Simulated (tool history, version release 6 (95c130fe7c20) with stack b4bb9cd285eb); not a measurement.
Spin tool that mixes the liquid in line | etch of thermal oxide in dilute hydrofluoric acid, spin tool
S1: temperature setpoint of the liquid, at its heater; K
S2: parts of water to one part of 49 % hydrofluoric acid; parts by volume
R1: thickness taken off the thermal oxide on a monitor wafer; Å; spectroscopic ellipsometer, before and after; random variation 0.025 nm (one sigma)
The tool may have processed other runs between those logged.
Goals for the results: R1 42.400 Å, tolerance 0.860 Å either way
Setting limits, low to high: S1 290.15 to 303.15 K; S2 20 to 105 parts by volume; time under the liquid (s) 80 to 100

{"run": 1, "hour": 0.0, "S1": 295.15, "S2": 55, "time under the liquid (s)": 100, "R1": 80.275}
{"run": 2, "hour": 6.4, "S1": 293.65, "S2": 60, "time under the liquid (s)": 100, "R1": 68.84}
{"run": 3, "hour": 12.6, "S1": 292.65, "S2": 65, "time under the liquid (s)": 100, "R1": 60.897}
{"run": 4, "hour": 18.3, "S1": 292.15, "S2": 70, "time under the liquid (s)": 100, "R1": 54.988}
{"run": 5, "hour": 27.0, "S1": 292.15, "S2": 60, "time under the liquid (s)": 100, "R1": 64.195}
{"run": 6, "hour": 27.7, "S1": 291.65, "S2": 65, "time under the liquid (s)": 100, "R1": 57.967}
{"run": 7, "hour": 33.5, "S1": 291.15, "S2": 70, "time under the liquid (s)": 100, "R1": 52.382}
{"run": 8, "hour": 41.7, "S1": 290.65, "S2": 75, "time under the liquid (s)": 100, "R1": 47.336}
{"run": 9, "hour": 45.2, "S1": 290.15, "S2": 80, "time under the liquid (s)": 100, "R1": 43.496}
{"run": 10, "hour": 51.3, "S1": 290.15, "S2": 80, "time under the liquid (s)": 100, "R1": 43.135}
{"run": 11, "hour": 55.7, "S1": 290.15, "S2": 80, "time under the liquid (s)": 95, "R1": 41.134}

5 candidate next runs follow, results not yet known. Just one meets every target within its allowed miss. Identify it.
{"run": "A", "hour": 60.1, "S1": 290.15, "S2": 70, "time under the liquid (s)": 85, "R1": "?"}
{"run": "B", "hour": 60.1, "S1": 290.65, "S2": 80, "time under the liquid (s)": 100, "R1": "?"}
{"run": "C", "hour": 60.1, "S1": 291.15, "S2": 90, "time under the liquid (s)": 100, "R1": "?"}
{"run": "D", "hour": 60.1, "S1": 290.15, "S2": 75, "time under the liquid (s)": 85, "R1": "?"}
{"run": "E", "hour": 60.1, "S1": 290.15, "S2": 80, "time under the liquid (s)": 90, "R1": "?"}

move=A R1=42.527
move=B R1=44.240
move=C R1=39.732
move=D R1=39.477
move=E R1=38.977
A: hits every target within its allowed miss
B: the result that was furthest off in the last run now lies on the other side of its target
C: lands further from the targets than the last run did
D: lands further from the targets than the last run did
E: lands further from the targets than the last run did
A meets every target.

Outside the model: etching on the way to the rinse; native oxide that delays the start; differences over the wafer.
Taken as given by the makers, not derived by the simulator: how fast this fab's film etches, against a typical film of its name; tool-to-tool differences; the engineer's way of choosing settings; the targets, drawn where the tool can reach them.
